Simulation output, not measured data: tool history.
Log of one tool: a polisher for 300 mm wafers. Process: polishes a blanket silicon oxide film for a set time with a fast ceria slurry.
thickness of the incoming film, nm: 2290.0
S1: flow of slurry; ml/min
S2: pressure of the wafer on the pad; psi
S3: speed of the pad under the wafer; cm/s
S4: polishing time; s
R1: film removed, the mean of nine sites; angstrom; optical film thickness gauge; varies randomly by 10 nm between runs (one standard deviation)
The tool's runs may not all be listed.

run 1 day=0.000 | S1=260 S2=3.2 S3=82 S4=71 | R1=12129.0
run 2 day=0.233 | S1=260 S2=3.2 S3=90 S4=71 | R1=13350.0
run 3 day=0.421 | S1=260 S2=3.2 S3=98 S4=71 | R1=14230.0
run 4 day=0.779 | S1=260 S2=2.9 S3=98 S4=71 | R1=13128.0
run 5 day=0.908 | S1=260 S2=2.6 S3=98 S4=71 | R1=11968.0
run 6 day=1.121 | S1=260 S2=2.4 S3=98 S4=71 | R1=11404.0
run 7 day=1.479 | S1=260 S2=2.2 S3=98 S4=71 | R1=10788.0
run 8 day=1.829 | S1=260 S2=2.1 S3=98 S4=71 | R1=10386.0
run 9 day=1.904 | S1=260 S2=2.0 S3=98 S4=71 | R1=10024.0
run 10 day=2.092 | S1=260 S2=1.9 S3=98 S4=71 | R1=9893.4

Run 11 comes next. What will it give?
run 11 day=2.267 | S1=260 S2=1.8 S3=98 S4=71 | R1=?

Run 11 produced R1 9533.7 angstrom.

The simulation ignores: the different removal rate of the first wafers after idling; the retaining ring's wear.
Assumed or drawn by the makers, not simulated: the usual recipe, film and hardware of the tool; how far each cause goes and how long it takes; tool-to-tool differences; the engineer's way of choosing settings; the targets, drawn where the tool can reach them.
